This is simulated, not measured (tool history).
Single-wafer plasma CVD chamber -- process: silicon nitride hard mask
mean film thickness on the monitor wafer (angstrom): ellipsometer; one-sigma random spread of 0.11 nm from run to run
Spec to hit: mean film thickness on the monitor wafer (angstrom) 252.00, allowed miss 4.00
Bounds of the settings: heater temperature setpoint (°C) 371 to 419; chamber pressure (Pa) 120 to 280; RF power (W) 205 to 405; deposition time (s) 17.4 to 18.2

| run | hour | heater temperature setpoint (°C) | chamber pressure (Pa) | RF power (W) | deposition time (s) | mean film thickness on the monitor wafer (angstrom) |
|---|---|---|---|---|---|---|
| 1 | 0.0 | 395 | 200 | 305 | 18.2 | 219.14 |
| 2 | 1.7 | 395 | 175 | 305 | 18.2 | 212.70 |
| 3 | 6.3 | 395 | 185 | 310 | 18.2 | 218.53 |
| 4 | 15.2 | 395 | 196 | 315 | 18.2 | 221.26 |
| 5 | 19.4 | 395 | 204 | 320 | 18.2 | 224.55 |
| 6 | 22.3 | 395 | 204 | 285 | 18.2 | 214.55 |
| 7 | 29.1 | 395 | 213 | 290 | 18.2 | 217.47 |
| 8 | 32.5 | 395 | 221 | 295 | 18.2 | 220.83 |
| 9 | 39.2 | 395 | 228 | 300 | 18.2 | 226.40 |
| 10 | 40.5 | 395 | 235 | 305 | 18.2 | 229.24 |
| 11 | 47.1 | 395 | 240 | 310 | 18.2 | 232.16 |
| 12 | 56.1 | 395 | 244 | 315 | 18.2 | 233.54 |
| 13 | 57.2 | 395 | 244 | 315 | 18.2 | 234.67 |
| 14 | 58.6 | 395 | 248 | 320 | 18.2 | 235.42 |
| 15 | 66.8 | 395 | 252 | 325 | 18.2 | 238.86 |
| 16 | 74.6 | 395 | 255 | 330 | 18.2 | 242.10 |
| 17 | 75.3 | 395 | 257 | 330 | 18.2 | 244.84 |

Exactly one of the 5 candidate moves below puts every result within its allowed miss. Which one?
| A | 76.0 | 391 | 279 | 375 | 18.0 | ? |
| B | 76.0 | 401 | 275 | 320 | 18.0 | ? |
| C | 76.0 | 395 | 240 | 360 | 18.2 | ? |
| D | 76.0 | 402 | 280 | 355 | 18.2 | ? |
| E | 76.0 | 400 | 264 | 365 | 18.2 | ? |

| move | mean film thickness on the monitor wafer (angstrom) |
|---|---|
| A | 263.76 |
| B | 241.41 |
| C | 251.22 |
| D | 258.46 |
| E | 258.65 |
A: takes the result that was furthest off past its target
B: its largest miss is bigger than the last run's
C: meets every target
D: takes the result that was furthest off past its target
E: takes the result that was furthest off past its target
The move that meets every target is C.
